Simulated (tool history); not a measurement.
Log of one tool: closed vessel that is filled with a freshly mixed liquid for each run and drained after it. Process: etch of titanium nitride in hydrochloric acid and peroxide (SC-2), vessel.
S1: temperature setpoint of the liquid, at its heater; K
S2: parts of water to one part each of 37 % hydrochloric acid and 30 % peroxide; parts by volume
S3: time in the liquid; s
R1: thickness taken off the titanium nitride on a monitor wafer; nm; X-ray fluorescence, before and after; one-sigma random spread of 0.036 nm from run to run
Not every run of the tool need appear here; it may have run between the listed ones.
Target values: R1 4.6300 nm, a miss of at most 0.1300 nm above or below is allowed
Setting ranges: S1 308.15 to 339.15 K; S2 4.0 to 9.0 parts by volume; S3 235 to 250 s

Run 1, hour 0.0: S1 323.15 K, S2 5.0 parts by volume, S3 235 s. Result: R1 14.6580 nm.
Run 2, hour 5.5: S1 323.15 K, S2 5.0 parts by volume, S3 235 s. Result: R1 14.3570 nm.
Run 3, hour 12.3: S1 318.65 K, S2 5.5 parts by volume, S3 235 s. Result: R1 10.0430 nm.
Run 4, hour 19.0: S1 315.65 K, S2 5.5 parts by volume, S3 235 s. Result: R1 8.3190 nm.
Run 5, hour 24.9: S1 318.15 K, S2 5.5 parts by volume, S3 235 s. Result: R1 9.8216 nm.
Run 6, hour 31.8: S1 315.15 K, S2 5.5 parts by volume, S3 235 s. Result: R1 7.8974 nm.
Run 7, hour 32.6: S1 313.15 K, S2 5.5 parts by volume, S3 235 s. Result: R1 6.8289 nm.
Run 8, hour 34.9: S1 311.65 K, S2 5.5 parts by volume, S3 235 s. Result: R1 6.2090 nm.
Run 9, hour 42.3: S1 310.65 K, S2 5.5 parts by volume, S3 235 s. Result: R1 5.7534 nm.
Run 10, hour 49.0: S1 310.15 K, S2 5.5 parts by volume, S3 235 s. Result: R1 5.4606 nm.
Run 11, hour 50.3: S1 309.65 K, S2 5.5 parts by volume, S3 235 s. Result: R1 5.3883 nm.
Run 12, hour 51.0: S1 309.15 K, S2 5.5 parts by volume, S3 235 s. Result: R1 5.1817 nm.
Run 13, hour 59.0: S1 308.65 K, S2 5.5 parts by volume, S3 235 s. Result: R1 5.0624 nm.
Run 14, hour 62.7: S1 308.15 K, S2 5.5 parts by volume, S3 235 s. Result: R1 4.7592 nm.
Run 15, hour 65.4: S1 308.15 K, S2 6.0 parts by volume, S3 235 s. Result: R1 4.5038 nm.

4 next moves are on the table. One of them brings every result within its allowed miss. Which?
Run A, hour 68.1: S1 308.15 K, S2 6.0 parts by volume, S3 240 s. Result: R1 ?.
Run B, hour 68.1: S1 309.15 K, S2 7.0 parts by volume, S3 235 s. Result: R1 ?.
Run C, hour 68.1: S1 311.15 K, S2 9.0 parts by volume, S3 250 s. Result: R1 ?.
Run D, hour 68.1: S1 308.65 K, S2 6.5 parts by volume, S3 235 s. Result: R1 ?.

move      R1
   A  4.6132
   B  4.3196
   C  4.3455
   D  4.4099
A: each result inside its tolerance
B: misses by more than the last run did
C: misses by more than the last run did
D: misses by more than the last run did
So the answer is move A, the one that meets all the targets.

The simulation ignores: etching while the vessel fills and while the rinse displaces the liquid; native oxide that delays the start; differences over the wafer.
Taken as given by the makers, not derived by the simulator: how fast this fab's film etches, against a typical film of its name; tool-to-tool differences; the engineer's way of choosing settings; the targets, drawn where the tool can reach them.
